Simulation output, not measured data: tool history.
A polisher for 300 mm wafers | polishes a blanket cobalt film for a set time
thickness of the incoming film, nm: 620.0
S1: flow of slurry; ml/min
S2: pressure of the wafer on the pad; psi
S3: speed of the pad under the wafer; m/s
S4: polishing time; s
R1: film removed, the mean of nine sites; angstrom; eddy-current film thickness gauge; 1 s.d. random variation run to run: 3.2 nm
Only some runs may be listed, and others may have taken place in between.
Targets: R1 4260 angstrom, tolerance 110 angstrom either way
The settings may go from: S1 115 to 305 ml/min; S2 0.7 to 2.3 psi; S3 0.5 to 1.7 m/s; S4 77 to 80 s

run    day   S1   S2   S3  S4      R1
  1      0  195  1.5  1.1  77  2870.8
  2  0.283  200  1.6  1.1  77  3045.6
  3  0.458  205  1.7  1.1  77  3249.9
  4  0.708  205  1.7  1.1  80  3367.9
  5  0.946  205  1.7  1.1  77  3239.5
  6  1.183  205  1.4  1.1  77  2694.1
  7  1.304  205  1.6  1.1  77  3047.6
  8  1.671  205  1.7  1.1  77  3234.3
  9  1.867  205  1.8  1.1  77  3404.7
 10  2.183  205  1.9  1.1  77  3603.8
 11  2.458  210    2  1.1  77    3761

Consider the 4 candidate settings below. Which is the only one whose results all fall within their allowed miss of target?
  A  2.733  190    2   1.1  80   ?
  B  2.733  185  2.1  1.14  80   ?
  C  2.733  235  1.9  1.16  80   ?
  D  2.733  235  2.1   1.1  77   ?

move      R1
   A  3887.5
   B  4207.1
   C  3969.3
   D  3992.8
A: closer than the last run, but not yet in spec
B: meets every target
C: closer than the last run, but not yet in spec
D: closer than the last run, but not yet in spec
B is the move that brings every result within its allowed miss.
